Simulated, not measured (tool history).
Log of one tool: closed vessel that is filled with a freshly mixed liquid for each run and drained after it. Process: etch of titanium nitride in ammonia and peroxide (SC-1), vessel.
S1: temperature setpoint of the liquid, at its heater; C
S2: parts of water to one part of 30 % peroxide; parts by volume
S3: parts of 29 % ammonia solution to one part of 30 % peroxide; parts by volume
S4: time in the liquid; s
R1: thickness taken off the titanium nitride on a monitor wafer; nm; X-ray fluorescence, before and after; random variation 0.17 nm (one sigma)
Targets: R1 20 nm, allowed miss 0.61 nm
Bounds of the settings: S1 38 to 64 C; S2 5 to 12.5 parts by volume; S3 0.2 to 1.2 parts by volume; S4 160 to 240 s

run 1 day=0 | S1=48 S2=7 S3=0.7 S4=240 | R1=9.5395
run 2 day=0.371 | S1=45.5 S2=7 S3=0.7 S4=240 | R1=8.0026
run 3 day=0.475 | S1=40.5 S2=7 S3=0.7 S4=240 | R1=5.6326
run 4 day=0.717 | S1=46 S2=7 S3=0.7 S4=240 | R1=8.266
run 5 day=0.775 | S1=50 S2=7 S3=0.7 S4=240 | R1=11.1
run 6 day=0.946 | S1=50 S2=7 S3=0.45 S4=240 | R1=10.3
run 7 day=1.304 | S1=53 S2=7 S3=0.45 S4=240 | R1=12.715
run 8 day=1.421 | S1=60.5 S2=7 S3=0.45 S4=240 | R1=20.898

4 next moves are on the table. One of them brings every result within its allowed miss. Which?
run A day=1.538 | S1=58.5 S2=7 S3=0.75 S4=240 | R1=?
run B day=1.538 | S1=60.5 S2=8.5 S3=0.4 S4=240 | R1=?
run C day=1.538 | S1=64 S2=5.5 S3=0.35 S4=160 | R1=?
run D day=1.538 | S1=60.5 S2=7 S3=0.5 S4=240 | R1=?

move=A R1=19.819
move=B R1=18.466
move=C R1=18.759
move=D R1=21.179
A: meets every target
B: takes the result that was furthest off past its target
C: takes the result that was furthest off past its target
D: further off than the last run
The right move is A.
